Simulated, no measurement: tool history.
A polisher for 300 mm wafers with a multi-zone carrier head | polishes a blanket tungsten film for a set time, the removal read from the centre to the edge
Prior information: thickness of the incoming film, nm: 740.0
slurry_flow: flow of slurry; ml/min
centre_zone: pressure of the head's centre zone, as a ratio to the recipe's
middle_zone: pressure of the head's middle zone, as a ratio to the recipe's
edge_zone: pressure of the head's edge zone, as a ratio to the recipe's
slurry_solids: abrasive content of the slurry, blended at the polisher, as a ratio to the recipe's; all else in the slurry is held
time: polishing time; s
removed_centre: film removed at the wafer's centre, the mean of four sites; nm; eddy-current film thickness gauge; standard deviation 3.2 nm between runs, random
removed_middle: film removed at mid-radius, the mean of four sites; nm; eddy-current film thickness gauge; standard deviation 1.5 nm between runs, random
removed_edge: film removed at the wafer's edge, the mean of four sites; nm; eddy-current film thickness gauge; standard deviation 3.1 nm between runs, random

Run 1, day 0.000: slurry_flow 295 ml/min, centre_zone 1.00, middle_zone 1.00, edge_zone 1.00, slurry_solids 1.00, time 33 s. Result: removed_centre 243.87 nm, removed_middle 244.85 nm, removed_edge 245.39 nm.
Run 2, day 0.267: slurry_flow 295 ml/min, centre_zone 1.00, middle_zone 1.00, edge_zone 1.00, slurry_solids 1.15, time 33 s. Result: removed_centre 251.20 nm, removed_middle 256.13 nm, removed_edge 248.50 nm.
Run 3, day 0.292: slurry_flow 290 ml/min, centre_zone 0.99, middle_zone 0.96, edge_zone 0.95, slurry_solids 1.10, time 33 s. Result: removed_centre 250.12 nm, removed_middle 246.46 nm, removed_edge 244.67 nm.
Run 4, day 0.500: slurry_flow 290 ml/min, centre_zone 0.99, middle_zone 0.95, edge_zone 0.92, slurry_solids 1.00, time 32 s. Result: removed_centre 233.46 nm, removed_middle 229.51 nm, removed_edge 228.21 nm.
Run 5, day 0.675: slurry_flow 290 ml/min, centre_zone 0.99, middle_zone 0.95, edge_zone 0.99, slurry_solids 1.00, time 32 s. Result: removed_centre 234.15 nm, removed_middle 227.38 nm, removed_edge 235.74 nm.
Run 6, day 0.867: slurry_flow 285 ml/min, centre_zone 0.99, middle_zone 0.94, edge_zone 0.96, slurry_solids 0.95, time 32 s. Result: removed_centre 231.46 nm, removed_middle 222.78 nm, removed_edge 229.98 nm.

Estimate the outcome of run 7 from the log above:
Run 7, day 0.912: slurry_flow 280 ml/min, centre_zone 0.99, middle_zone 0.93, edge_zone 0.94, slurry_solids 0.90, time 32 s. Result: removed_centre ?, removed_middle ?, removed_edge ?.

Run 7 came out at removed_centre 221.95 nm, removed_middle 216.48 nm, removed_edge 219.14 nm.
